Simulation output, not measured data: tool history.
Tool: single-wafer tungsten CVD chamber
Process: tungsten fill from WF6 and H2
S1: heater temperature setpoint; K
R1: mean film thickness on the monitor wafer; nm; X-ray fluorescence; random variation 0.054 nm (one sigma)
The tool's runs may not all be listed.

Run 1, day 0.000: S1 653.15 K, chamber pressure (mTorr) 29700, deposition time (s) 13.3. Result: R1 30.286 nm.
Run 2, day 0.183: S1 648.15 K, chamber pressure (mTorr) 29400, deposition time (s) 13.3. Result: R1 26.952 nm.
Run 3, day 0.442: S1 644.15 K, chamber pressure (mTorr) 29200, deposition time (s) 13.3. Result: R1 24.245 nm.
Run 4, day 0.571: S1 642.15 K, chamber pressure (mTorr) 29100, deposition time (s) 13.3. Result: R1 23.066 nm.
Run 5, day 0.796: S1 642.15 K, chamber pressure (mTorr) 33300, deposition time (s) 13.3. Result: R1 24.914 nm.
Run 6, day 0.992: S1 642.15 K, chamber pressure (mTorr) 29500, deposition time (s) 13.3. Result: R1 23.257 nm.
Run 7, day 1.279: S1 642.15 K, chamber pressure (mTorr) 29500, deposition time (s) 13.3. Result: R1 23.270 nm.
Run 8, day 1.550: S1 641.15 K, chamber pressure (mTorr) 29400, deposition time (s) 13.3. Result: R1 22.686 nm.

Forecast run 9:
Run 9, day 1.858: S1 636.15 K, chamber pressure (mTorr) 29200, deposition time (s) 13.3. Result: R1 ?.

{"run 9": {"R1": 19.944}}
